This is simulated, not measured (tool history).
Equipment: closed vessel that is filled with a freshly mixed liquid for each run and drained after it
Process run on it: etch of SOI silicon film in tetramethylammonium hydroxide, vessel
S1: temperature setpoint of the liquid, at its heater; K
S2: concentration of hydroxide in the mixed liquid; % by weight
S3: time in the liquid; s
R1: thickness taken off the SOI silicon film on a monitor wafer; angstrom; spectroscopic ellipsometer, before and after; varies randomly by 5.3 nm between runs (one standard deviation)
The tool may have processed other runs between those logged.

Run 1, hour 0.0: S1 348.15 K, S2 15.5 % by weight, S3 95 s. Result: R1 7389.5 angstrom.
Run 2, hour 2.5: S1 347.15 K, S2 15.5 % by weight, S3 95 s. Result: R1 6832.7 angstrom.
Run 3, hour 11.6: S1 347.15 K, S2 13.0 % by weight, S3 95 s. Result: R1 7534.2 angstrom.
Run 4, hour 18.2: S1 347.15 K, S2 13.0 % by weight, S3 95 s. Result: R1 7436.6 angstrom.
Run 5, hour 21.0: S1 346.15 K, S2 13.0 % by weight, S3 95 s. Result: R1 6967.9 angstrom.
Run 6, hour 29.1: S1 346.15 K, S2 13.0 % by weight, S3 95 s. Result: R1 7178.1 angstrom.

Forecast run 7:
Run 7, hour 37.0: S1 340.65 K, S2 13.5 % by weight, S3 95 s. Result: R1 ?.

Run 7 produced R1 4956.7 angstrom.
